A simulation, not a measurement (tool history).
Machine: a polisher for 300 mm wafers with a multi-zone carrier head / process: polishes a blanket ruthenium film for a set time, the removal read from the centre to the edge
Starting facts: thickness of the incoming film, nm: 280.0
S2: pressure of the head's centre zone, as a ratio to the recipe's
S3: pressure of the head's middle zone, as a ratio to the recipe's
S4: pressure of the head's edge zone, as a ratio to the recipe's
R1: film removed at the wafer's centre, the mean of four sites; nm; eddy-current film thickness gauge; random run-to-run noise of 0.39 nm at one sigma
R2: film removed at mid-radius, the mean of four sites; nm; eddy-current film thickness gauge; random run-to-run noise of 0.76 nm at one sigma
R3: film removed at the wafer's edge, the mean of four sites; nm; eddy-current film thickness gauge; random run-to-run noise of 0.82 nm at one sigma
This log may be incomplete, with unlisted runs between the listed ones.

run 1 hour=0 | flow_of_slurry_(ml/min)=225 S2=1 S3=1 S4=1 polishing_time_(s)=60 | R1=81.958 R2=81.521 R3=82.708
run 2 hour=3.4 | flow_of_slurry_(ml/min)=190 S2=1 S3=1 S4=1 polishing_time_(s)=60 | R1=79.452 R2=79.114 R3=79.935
run 3 hour=10.2 | flow_of_slurry_(ml/min)=190 S2=1 S3=1 S4=1 polishing_time_(s)=46 | R1=60.265 R2=60.358 R3=62.095
run 4 hour=17.9 | flow_of_slurry_(ml/min)=180 S2=0.99 S3=1.01 S4=0.99 polishing_time_(s)=46 | R1=60.225 R2=60.751 R3=59.281
run 5 hour=21.2 | flow_of_slurry_(ml/min)=180 S2=0.99 S3=0.92 S4=0.99 polishing_time_(s)=46 | R1=60.128 R2=58.481 R3=60.509
run 6 hour=29.6 | flow_of_slurry_(ml/min)=175 S2=0.98 S3=0.93 S4=0.99 polishing_time_(s)=46 | R1=58.335 R2=56.962 R3=59.63
run 7 hour=31.2 | flow_of_slurry_(ml/min)=170 S2=0.97 S3=0.95 S4=0.99 polishing_time_(s)=46 | R1=57.678 R2=57.856 R3=60.914

Estimate the outcome of run 8 from the log above:
run 8 hour=32.7 | flow_of_slurry_(ml/min)=170 S2=0.97 S3=0.97 S4=0.98 polishing_time_(s)=46 | R1=? R2=? R3=?

R1: 57.975 nm
R2: 59.014 nm
R3: 59.412 nm
